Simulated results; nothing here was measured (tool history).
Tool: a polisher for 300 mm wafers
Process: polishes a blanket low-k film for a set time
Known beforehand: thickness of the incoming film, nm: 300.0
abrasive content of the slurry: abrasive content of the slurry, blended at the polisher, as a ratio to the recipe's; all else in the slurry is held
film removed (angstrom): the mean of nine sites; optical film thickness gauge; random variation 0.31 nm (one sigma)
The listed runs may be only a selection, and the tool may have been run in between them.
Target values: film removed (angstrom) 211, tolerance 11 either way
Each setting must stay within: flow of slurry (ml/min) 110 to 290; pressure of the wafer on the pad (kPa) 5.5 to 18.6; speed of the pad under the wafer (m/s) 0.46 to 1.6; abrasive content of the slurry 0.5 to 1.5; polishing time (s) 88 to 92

run,day,flow of slurry (ml/min),pressure of the wafer on the pad (kPa),speed of the pad under the wafer (m/s),abrasive content of the slurry,polishing time (s),film removed (angstrom)
1,0,185,11.7,1.02,1,88,348.69
2,0.112,185,10.3,1,1,88,308.37
3,0.362,185,10.3,1.2,1,88,340.71
4,0.546,185,10.3,1.2,1,88,350.93
5,0.917,185,10.3,1.2,0.9,88,337.46
6,1.154,185,10.3,0.96,0.9,88,279.77
7,1.508,185,9.7,0.96,0.9,88,260.07
8,1.762,185,9,0.96,0.9,88,236.22
9,2.058,185,8.3,0.96,0.9,88,231.37

Next run, 5 choices. One meets every target within its allowed miss, the rest don't. Which?
A,2.354,210,9,1.02,0.65,92,?
B,2.354,195,8.3,1.04,0.95,89,?
C,2.354,200,8.3,1,0.9,89,?
D,2.354,140,8.3,0.96,0.85,88,?
E,2.354,190,8.3,1,0.85,90,?

move,film removed (angstrom)
A,235.48
B,243.6
C,232.27
D,208.08
E,228.77
A: its largest miss is bigger than the last run's
B: its largest miss is bigger than the last run's
C: no nearer and no further than the last run
D: each result inside its tolerance
E: closes in on the targets versus the last run, not all within tolerance yet
Answer: D
